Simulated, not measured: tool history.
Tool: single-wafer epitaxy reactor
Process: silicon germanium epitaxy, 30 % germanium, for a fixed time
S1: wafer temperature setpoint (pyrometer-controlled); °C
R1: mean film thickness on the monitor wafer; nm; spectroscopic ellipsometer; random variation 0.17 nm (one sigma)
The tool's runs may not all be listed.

run 1 hour=0.0 | S1=575 chamber_pressure_(Torr)=24.6 | R1=42.407
run 2 hour=6.2 | S1=581 chamber_pressure_(Torr)=24.6 | R1=48.575
run 3 hour=11.5 | S1=581 chamber_pressure_(Torr)=21.7 | R1=46.328
run 4 hour=12.9 | S1=581 chamber_pressure_(Torr)=23.5 | R1=47.689
run 5 hour=18.4 | S1=581 chamber_pressure_(Torr)=21.0 | R1=45.624
run 6 hour=22.3 | S1=581 chamber_pressure_(Torr)=23.8 | R1=47.873
run 7 hour=23.1 | S1=578 chamber_pressure_(Torr)=23.7 | R1=44.871
run 8 hour=28.8 | S1=575 chamber_pressure_(Torr)=23.7 | R1=41.763

The next listed run, before its measurement:
run 9 hour=31.8 | S1=573 chamber_pressure_(Torr)=23.7 | R1=?

R1: 40.049 nm
